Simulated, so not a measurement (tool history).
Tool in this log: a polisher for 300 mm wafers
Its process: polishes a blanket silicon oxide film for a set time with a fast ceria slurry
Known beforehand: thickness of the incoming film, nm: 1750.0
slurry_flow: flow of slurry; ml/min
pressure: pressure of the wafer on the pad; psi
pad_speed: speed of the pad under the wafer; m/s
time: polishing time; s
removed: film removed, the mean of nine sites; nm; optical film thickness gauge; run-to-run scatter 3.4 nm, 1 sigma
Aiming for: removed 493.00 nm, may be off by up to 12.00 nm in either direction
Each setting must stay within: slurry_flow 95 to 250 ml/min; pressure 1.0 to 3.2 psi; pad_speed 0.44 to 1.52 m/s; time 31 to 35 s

run	day	slurry_flow	pressure	pad_speed	time	removed
1	0.000	160	2.1	0.98	35	375.31
2	0.192	170	2.2	0.98	35	402.69
3	0.250	170	2.6	0.98	35	468.14
4	0.471	175	2.6	0.98	35	471.62
5	0.512	160	2.6	0.98	35	460.90
6	0.592	170	2.6	0.98	35	467.68
7	0.738	175	2.6	0.98	35	474.23
8	0.958	180	2.6	0.98	35	476.38
9	1.325	185	2.6	0.98	35	475.20

Consider the 5 candidate settings below. Which is the only one whose results all fall within their allowed miss of target?
A	1.692	195	2.3	1.16	35	?
B	1.692	200	3.2	0.74	35	?
C	1.692	195	2.8	0.96	33	?
D	1.692	175	2.9	0.88	34	?
E	1.692	190	2.8	0.88	35	?

move	removed
A	495.02
B	458.20
C	474.27
D	461.00
E	464.90
A: meets every target
B: misses by more than the last run did
C: misses by more than the last run did
D: misses by more than the last run did
E: misses by more than the last run did
Correct choice: A, which meets every target
